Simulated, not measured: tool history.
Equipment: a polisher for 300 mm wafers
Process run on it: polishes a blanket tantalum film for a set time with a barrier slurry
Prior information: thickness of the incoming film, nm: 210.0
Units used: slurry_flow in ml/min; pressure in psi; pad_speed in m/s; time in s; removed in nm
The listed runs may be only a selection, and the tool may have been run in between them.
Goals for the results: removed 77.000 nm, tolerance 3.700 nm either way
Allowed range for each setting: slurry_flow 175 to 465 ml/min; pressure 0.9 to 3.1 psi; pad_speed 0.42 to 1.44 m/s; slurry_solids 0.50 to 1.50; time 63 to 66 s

Run 1, hour 0.0: slurry_flow 295 ml/min, pressure 2.0 psi, pad_speed 0.92 m/s, slurry_solids 1.00, time 63 s. Result: removed 114.580 nm.
Run 2, hour 2.4: slurry_flow 295 ml/min, pressure 1.9 psi, pad_speed 0.92 m/s, slurry_solids 1.00, time 63 s. Result: removed 111.060 nm.
Run 3, hour 3.8: slurry_flow 295 ml/min, pressure 1.9 psi, pad_speed 1.10 m/s, slurry_solids 1.00, time 63 s. Result: removed 129.580 nm.
Run 4, hour 12.3: slurry_flow 295 ml/min, pressure 1.7 psi, pad_speed 1.08 m/s, slurry_solids 1.00, time 63 s. Result: removed 119.980 nm.
Run 5, hour 14.1: slurry_flow 295 ml/min, pressure 2.1 psi, pad_speed 1.08 m/s, slurry_solids 1.00, time 63 s. Result: removed 137.890 nm.
Run 6, hour 21.6: slurry_flow 295 ml/min, pressure 1.9 psi, pad_speed 1.04 m/s, slurry_solids 1.00, time 63 s. Result: removed 121.500 nm.
Run 7, hour 27.1: slurry_flow 295 ml/min, pressure 1.3 psi, pad_speed 1.00 m/s, slurry_solids 1.00, time 63 s. Result: removed 90.121 nm.
Run 8, hour 29.6: slurry_flow 295 ml/min, pressure 0.9 psi, pad_speed 0.98 m/s, slurry_solids 1.00, time 63 s. Result: removed 67.438 nm.

Below are 4 possible settings for the next run. Only one of them brings all results inside the allowed miss of their targets. Which is it?
Run A, hour 32.1: slurry_flow 295 ml/min, pressure 0.9 psi, pad_speed 0.82 m/s, slurry_solids 1.25, time 63 s. Result: removed ?.
Run B, hour 32.1: slurry_flow 295 ml/min, pressure 1.1 psi, pad_speed 0.68 m/s, slurry_solids 0.75, time 63 s. Result: removed ?.
Run C, hour 32.1: slurry_flow 265 ml/min, pressure 1.1 psi, pad_speed 0.90 m/s, slurry_solids 1.05, time 66 s. Result: removed ?.
Run D, hour 32.1: slurry_flow 315 ml/min, pressure 0.9 psi, pad_speed 0.78 m/s, slurry_solids 1.10, time 64 s. Result: removed ?.

move  removed
   A   62.142
   B   53.411
   C   76.478
   D   59.173
A: further off than the last run
B: further off than the last run
C: all results land within tolerance of their targets
D: further off than the last run
C meets every target.
